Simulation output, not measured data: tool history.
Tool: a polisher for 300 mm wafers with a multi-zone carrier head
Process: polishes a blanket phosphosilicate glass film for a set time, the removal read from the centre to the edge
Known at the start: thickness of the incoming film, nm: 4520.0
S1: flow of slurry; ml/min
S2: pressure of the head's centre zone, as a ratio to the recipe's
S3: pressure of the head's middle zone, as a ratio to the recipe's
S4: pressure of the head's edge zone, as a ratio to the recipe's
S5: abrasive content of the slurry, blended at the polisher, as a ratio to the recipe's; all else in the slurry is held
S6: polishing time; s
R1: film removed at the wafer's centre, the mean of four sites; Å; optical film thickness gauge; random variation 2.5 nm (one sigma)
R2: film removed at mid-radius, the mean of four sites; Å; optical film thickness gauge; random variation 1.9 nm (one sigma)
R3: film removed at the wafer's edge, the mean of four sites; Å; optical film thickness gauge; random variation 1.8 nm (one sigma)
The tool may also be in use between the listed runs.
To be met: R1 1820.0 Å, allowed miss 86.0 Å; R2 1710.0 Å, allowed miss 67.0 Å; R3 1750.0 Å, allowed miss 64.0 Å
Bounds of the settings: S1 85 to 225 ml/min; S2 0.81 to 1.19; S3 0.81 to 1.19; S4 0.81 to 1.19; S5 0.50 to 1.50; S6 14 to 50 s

run    day   S1    S2    S3    S4    S5  S6      R1      R2      R3
  1  0.000  145  1.00  1.00  1.00  1.00  32  2105.6  2081.9  2117.3
  2  0.033  145  0.93  1.00  1.00  1.00  32  1920.9  2074.3  2108.6
  3  0.183  145  0.97  1.00  1.00  1.00  32  2028.5  2129.4  2122.6
  4  0.533  145  0.97  1.00  0.93  1.00  32  2012.1  2088.8  2058.5
  5  0.683  145  0.97  1.00  1.00  1.00  32  2002.9  2097.0  2144.2
  6  0.942  145  0.97  0.92  1.00  1.00  32  2013.9  1984.0  2154.6
  7  1.296  140  0.98  0.92  0.97  0.95  32  2022.8  1974.3  2056.3
  8  1.662  115  0.96  0.83  0.88  0.75  32  1707.1  1557.6  1723.8
  9  2.038  120  0.97  0.85  0.87  0.75  32  1744.5  1601.5  1748.0
     2.208  -- worn pad replaced by a new one
 10  2.208  140  1.00  0.92  0.82  0.70  32  2045.8  1911.5  1858.7
 11  2.367  130  1.00  0.91  0.82  0.70  32  1972.6  1882.5  1858.9
 12  2.654  125  1.00  0.90  0.82  0.70  32  1951.8  1830.0  1855.4
 13  2.862  125  1.00  0.90  0.82  0.70  32  1969.6  1857.0  1854.5

Which of these 5 next moves meets every target?
  A  3.071   95  0.91  1.04  0.84  0.50  36   ?   ?   ?
  B  3.071  160  0.98  0.89  0.88  0.55  31   ?   ?   ?
  C  3.071  150  1.06  0.96  0.81  0.75  29   ?   ?   ?
  D  3.071  135  0.86  0.87  0.86  0.60  35   ?   ?   ?
  E  3.071  105  0.94  0.98  0.85  0.75  32   ?   ?   ?

move      R1      R2      R3
   A  1566.2  1798.3  1725.6
   B  1738.8  1668.1  1738.8
   C  1937.0  1836.4  1762.0
   D  1766.3  1857.2  1963.3
   E  1752.0  1875.7  1863.3
A: further off than the last run
B: meets every target
C: nearer than the last run, and not there yet
D: further off than the last run
E: further off than the last run
Move B is the one to make.
